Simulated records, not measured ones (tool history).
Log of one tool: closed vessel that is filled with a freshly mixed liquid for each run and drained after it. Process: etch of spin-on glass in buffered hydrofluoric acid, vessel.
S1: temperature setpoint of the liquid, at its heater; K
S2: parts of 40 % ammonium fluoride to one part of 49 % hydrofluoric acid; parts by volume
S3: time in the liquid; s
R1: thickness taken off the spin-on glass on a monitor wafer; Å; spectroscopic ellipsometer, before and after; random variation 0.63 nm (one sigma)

Run 1, day 0: S1 297.15 K, S2 17 parts by volume, S3 90 s. Result: R1 1741.1 Å.
Run 2, day 0.083: S1 297.15 K, S2 19.5 parts by volume, S3 90 s. Result: R1 1502.2 Å.
Run 3, day 0.321: S1 297.15 K, S2 19.5 parts by volume, S3 100 s. Result: R1 1679.7 Å.
Run 4, day 0.533: S1 297.15 K, S2 19.5 parts by volume, S3 100 s. Result: R1 1679.1 Å.
At day 0.904: thermometer replaced.
Run 5, day 0.904: S1 297.15 K, S2 22.5 parts by volume, S3 100 s. Result: R1 1414.4 Å.
Run 6, day 1.033: S1 297.15 K, S2 20 parts by volume, S3 100 s. Result: R1 1537.9 Å.
Run 7, day 1.217: S1 295.15 K, S2 21 parts by volume, S3 100 s. Result: R1 1331.4 Å.
Run 8, day 1.488: S1 293.65 K, S2 21.5 parts by volume, S3 100 s. Result: R1 1206.6 Å.
Run 9, day 1.738: S1 292.65 K, S2 22 parts by volume, S3 100 s. Result: R1 1135.3 Å.
Run 10, day 1.975: S1 292.65 K, S2 22 parts by volume, S3 100 s. Result: R1 1117 Å.

Forecast run 11:
Run 11, day 2.292: S1 292.15 K, S2 22.5 parts by volume, S3 100 s. Result: R1 ?.

R1: 1081.5 Å
